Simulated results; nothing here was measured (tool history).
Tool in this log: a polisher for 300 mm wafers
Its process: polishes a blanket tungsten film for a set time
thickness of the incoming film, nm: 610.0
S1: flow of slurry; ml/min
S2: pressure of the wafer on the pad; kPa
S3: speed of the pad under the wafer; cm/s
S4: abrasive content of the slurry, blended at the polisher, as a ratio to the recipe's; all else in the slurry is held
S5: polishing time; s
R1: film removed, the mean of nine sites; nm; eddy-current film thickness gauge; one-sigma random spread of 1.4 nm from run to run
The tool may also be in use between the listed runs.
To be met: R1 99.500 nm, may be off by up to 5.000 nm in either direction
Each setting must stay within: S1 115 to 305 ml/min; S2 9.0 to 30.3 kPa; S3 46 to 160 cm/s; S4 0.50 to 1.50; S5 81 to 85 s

{"run": 1, "hour": 0.0, "S1": 195, "S2": 19.3, "S3": 102, "S4": 1.0, "S5": 81, "R1": 235.03}
{"run": 2, "hour": 1.1, "S1": 195, "S2": 19.3, "S3": 82, "S4": 1.0, "S5": 81, "R1": 190.04}
{"run": 3, "hour": 3.6, "S1": 195, "S2": 22.8, "S3": 82, "S4": 1.0, "S5": 81, "R1": 223.01}
{"run": 4, "hour": 11.0, "S1": 195, "S2": 22.8, "S3": 58, "S4": 1.0, "S5": 81, "R1": 155.22}
{"run": 5, "hour": 12.4, "S1": 195, "S2": 22.8, "S3": 70, "S4": 1.0, "S5": 81, "R1": 190.07}
{"run": 6, "hour": 20.1, "S1": 195, "S2": 20.7, "S3": 70, "S4": 1.0, "S5": 81, "R1": 174.9}
{"run": 7, "hour": 28.2, "S1": 195, "S2": 18.6, "S3": 68, "S4": 1.0, "S5": 81, "R1": 150.86}
{"run": 8, "hour": 37.1, "S1": 195, "S2": 17.2, "S3": 68, "S4": 1.0, "S5": 81, "R1": 140.29}
{"run": 9, "hour": 39.4, "S1": 195, "S2": 16.5, "S3": 68, "S4": 1.0, "S5": 81, "R1": 138.0}
{"run": 10, "hour": 43.8, "S1": 195, "S2": 11.0, "S3": 64, "S4": 1.0, "S5": 81, "R1": 92.854}

Which of these 5 next moves meets every target?
{"run": "A", "hour": 48.2, "S1": 180, "S2": 13.8, "S3": 66, "S4": 0.8, "S5": 84, "R1": "?"}
{"run": "B", "hour": 48.2, "S1": 225, "S2": 9.0, "S3": 68, "S4": 1.0, "S5": 81, "R1": "?"}
{"run": "C", "hour": 48.2, "S1": 200, "S2": 12.4, "S3": 66, "S4": 1.05, "S5": 85, "R1": "?"}
{"run": "D", "hour": 48.2, "S1": 170, "S2": 11.7, "S3": 68, "S4": 0.95, "S5": 82, "R1": "?"}
{"run": "E", "hour": 48.2, "S1": 170, "S2": 11.0, "S3": 56, "S4": 0.9, "S5": 81, "R1": "?"}

move=A R1=112.150
move=B R1=84.891
move=C R1=111.390
move=D R1=100.830
move=E R1=78.033
A: the result that was furthest off in the last run now lies on the other side of its target
B: further off than the last run
C: the result that was furthest off in the last run now lies on the other side of its target
D: hits every target within its allowed miss
E: further off than the last run
D is the move that brings every result within its allowed miss.
